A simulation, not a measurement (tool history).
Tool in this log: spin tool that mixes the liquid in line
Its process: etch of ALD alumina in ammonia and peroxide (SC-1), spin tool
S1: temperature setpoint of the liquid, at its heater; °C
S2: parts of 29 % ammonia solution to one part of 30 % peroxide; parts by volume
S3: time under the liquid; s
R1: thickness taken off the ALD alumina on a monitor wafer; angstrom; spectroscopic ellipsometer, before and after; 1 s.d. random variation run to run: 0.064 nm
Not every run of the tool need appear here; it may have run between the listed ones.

run    day    S1   S2   S3      R1
  1  0.000  49.0  0.8  265   90.59
  2  0.250  51.5  0.8  265  103.93
  3  0.379  51.5  0.8  265  103.79
  4  0.592  53.5  0.8  265  116.20
  5  0.792  53.5  0.8  265  115.16
  6  1.125  53.5  0.8  290  126.38
  7  1.233  54.5  0.8  290  134.19
  8  1.554  55.0  0.8  290  138.16

Run 9 is up next; what results do you expect?
  9  1.704  55.5  0.8  290   ?

{"run 9": {"R1": 140.76}}
